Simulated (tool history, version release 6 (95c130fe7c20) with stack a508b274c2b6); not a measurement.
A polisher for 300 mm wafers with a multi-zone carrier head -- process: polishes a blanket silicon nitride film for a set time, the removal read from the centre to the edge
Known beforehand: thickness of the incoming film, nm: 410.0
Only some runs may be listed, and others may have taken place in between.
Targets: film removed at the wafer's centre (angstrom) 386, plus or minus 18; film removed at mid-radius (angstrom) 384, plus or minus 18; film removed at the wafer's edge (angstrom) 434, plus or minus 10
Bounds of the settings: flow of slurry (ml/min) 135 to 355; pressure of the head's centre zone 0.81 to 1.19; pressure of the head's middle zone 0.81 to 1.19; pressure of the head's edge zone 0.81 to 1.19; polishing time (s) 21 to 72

run	hour	flow of slurry (ml/min)	pressure of the head's centre zone	pressure of the head's middle zone	pressure of the head's edge zone	polishing time (s)	film removed at the wafer's centre (angstrom)	film removed at mid-radius (angstrom)	film removed at the wafer's edge (angstrom)
1	0	225	1	1	1	46	640.88	650.91	672.02
2	8.3	190	1	1	1	46	641.19	634.45	648.71
3	10.7	185	0.98	0.98	0.99	44	593.98	607.73	625.5
4	14.8	180	0.98	0.96	0.99	41	558.2	547.77	584.33
5	23.4	175	0.97	0.95	0.98	39	502.94	517.25	547.09
6	26.6	175	0.97	0.95	1.03	39	517.87	508.5	557.88
7	30.4	170	0.97	0.94	1.02	38	497.37	490.8	543.41
8	33.8	170	0.97	0.94	1.02	38	504.86	486.24	544.09
9	35.1	165	0.97	0.93	1.01	37	483.47	477.2	514.32
10	36.5	165	0.96	0.92	1.01	36	459.35	456.02	510.84
11	39.3	150	0.92	0.87	0.91	30	369.24	368.84	398.39
12	47	160	0.92	0.87	0.92	30	364.81	379.38	405.6
13	55.7	165	0.92	0.87	0.93	30	375.35	372.25	411.27
14	61.8	165	0.92	0.87	0.93	30	363.22	366.7	408.56
15	69.3	170	0.92	0.87	0.94	30	372.84	371.42	415.96
16	72.9	175	0.92	0.87	0.94	30	369.76	373.29	415.34
17	81.1	180	0.92	0.87	0.94	30	378.39	386.22	415.98
18	88.2	180	0.92	0.87	0.95	30	376.19	373.71	412.19
19	90.1	180	0.92	0.87	0.95	30	370.65	382.36	420.82

Next run, 5 choices. One meets every target within its allowed miss, the rest don't. Which?
A	92	175	0.97	0.93	0.89	30	?	?	?
B	92	170	0.92	0.87	0.94	30	?	?	?
C	92	185	0.91	0.82	0.95	31	?	?	?
D	92	150	0.89	0.87	1.05	30	?	?	?
E	92	150	0.92	0.81	1	33	?	?	?

move	film removed at the wafer's centre (angstrom)	film removed at mid-radius (angstrom)	film removed at the wafer's edge (angstrom)
A	394.36	389.4	407.35
B	371.42	375.01	414.62
C	386.35	383.03	435.46
D	348.5	365.07	425.5
E	396.29	388.4	458.87
A: its largest miss is bigger than the last run's
B: its largest miss is bigger than the last run's
C: each result inside its tolerance
D: the furthest-off result lands on target, but another misses its tolerance
E: moves the result that the last run missed by most past its target, out the other side
Answer: C
